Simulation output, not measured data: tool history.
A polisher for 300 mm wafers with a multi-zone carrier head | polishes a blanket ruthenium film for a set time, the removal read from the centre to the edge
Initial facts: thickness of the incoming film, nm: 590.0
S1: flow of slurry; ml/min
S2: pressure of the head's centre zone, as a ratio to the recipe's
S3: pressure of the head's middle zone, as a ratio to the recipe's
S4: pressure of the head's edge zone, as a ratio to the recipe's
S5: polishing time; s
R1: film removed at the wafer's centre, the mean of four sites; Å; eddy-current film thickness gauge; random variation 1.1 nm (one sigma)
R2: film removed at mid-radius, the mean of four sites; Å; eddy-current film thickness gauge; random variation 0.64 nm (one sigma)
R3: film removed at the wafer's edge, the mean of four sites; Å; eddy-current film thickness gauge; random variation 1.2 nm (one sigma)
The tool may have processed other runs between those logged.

run	day	S1	S2	S3	S4	S5	R1	R2	R3
1	0	265	1	1	1	60	817.32	853.32	820.43
2	0.021	275	1.03	0.97	1.05	61	836.49	843.94	865.86
3	0.25	275	0.99	0.97	1.05	61	822.15	843.55	864.32
4	0.533	245	0.99	0.97	1.05	61	808.13	830.67	846.41
5	0.758	265	1.05	0.95	1.06	62	883.91	844.19	874.21
6	0.867	265	1.05	0.95	1.06	73	1036.7	989.72	1047.1
7	1.179	255	1.05	0.91	1.05	72	1031	931.18	1011.1
8	1.512	245	1.04	0.89	1.05	72	998.36	905.69	1012

Run 9, settings as shown, results not yet in. Your forecast:
9	1.588	235	1.05	0.87	1.04	72	?	?	?

{"run 9": {"R1": 1011, "R2": 885.29, "R3": 1002.2}}
